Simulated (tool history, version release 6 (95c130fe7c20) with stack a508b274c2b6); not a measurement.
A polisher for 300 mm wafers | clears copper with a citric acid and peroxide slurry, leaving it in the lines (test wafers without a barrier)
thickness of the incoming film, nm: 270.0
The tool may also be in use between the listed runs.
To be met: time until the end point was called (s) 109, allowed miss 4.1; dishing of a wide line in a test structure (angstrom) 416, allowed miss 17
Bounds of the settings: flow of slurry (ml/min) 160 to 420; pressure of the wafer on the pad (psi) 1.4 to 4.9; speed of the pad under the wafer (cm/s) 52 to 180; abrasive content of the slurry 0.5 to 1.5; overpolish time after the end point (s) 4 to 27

run  hour  flow of slurry (ml/min)  pressure of the wafer on the pad (psi)  speed of the pad under the wafer (cm/s)  abrasive content of the slurry  overpolish time after the end point (s)  time until the end point was called (s)  dishing of a wide line in a test structure (angstrom)
  1     0                      270                                     3.1                                      116                               1                                       14                                   98.332                                                 282.49
  2   8.5                      270                                       3                                      116                               1                                       15                                   104.36                                                 290.33
  3  14.2                      270                                       3                                      116                               1                                       20                                   104.66                                                 373.88
  4  19.7                      325                                       3                                      116                               1                                       20                                   102.13                                                 377.19
  5  23.8                      320                                       3                                      116                               1                                       21                                   101.31                                                 390.75
  6  28.3                      320                                       3                                      136                               1                                       21                                   90.967                                                 440.23
  7  34.3                      315                                     2.9                                      136                               1                                       21                                   93.532                                                 427.97
  8  34.9                      310                                     2.8                                      136                               1                                       21                                   96.869                                                 420.19
  9  41.1                      305                                     2.7                                      136                               1                                       21                                   99.917                                                 401.24
 10  42.1                      300                                     2.7                                      136                               1                                       21                                   102.18                                                 399.09
 11  48.1                      290                                     2.7                                      136                               1                                       21                                   99.793                                                 394.85
 12  56.6                      290                                     2.7                                      136                               1                                       22                                    99.27                                                 419.41
 13  61.8                      290                                     2.6                                      136                               1                                       22                                   103.75                                                 398.81
 14  65.3                      290                                     2.6                                      136                               1                                       22                                   105.47                                                 409.33
 15  67.7                      285                                     2.6                                      136                               1                                       22                                   102.11                                                 402.41

Which of these 4 next moves meets every target?
  A  70.1                      350                                     2.9                                      126                            1.25                                       19                                        ?                                                      ?
  B  70.1                      330                                     3.6                                      110                               1                                       17                                        ?                                                      ?
  C  70.1                      275                                     2.4                                      136                             1.1                                       24                                        ?                                                      ?
  D  70.1                      300                                       3                                      128                            0.95                                       21                                        ?                                                      ?

move  time until the end point was called (s)  dishing of a wide line in a test structure (angstrom)
   A                                   91.865                                                  401.7
   B                                   90.217                                                 372.75
   C                                   108.11                                                  423.6
   D                                    97.13                                                 418.39
A: further off than the last run
B: further off than the last run
C: meets every target
D: further off than the last run
Move C is the one to make.
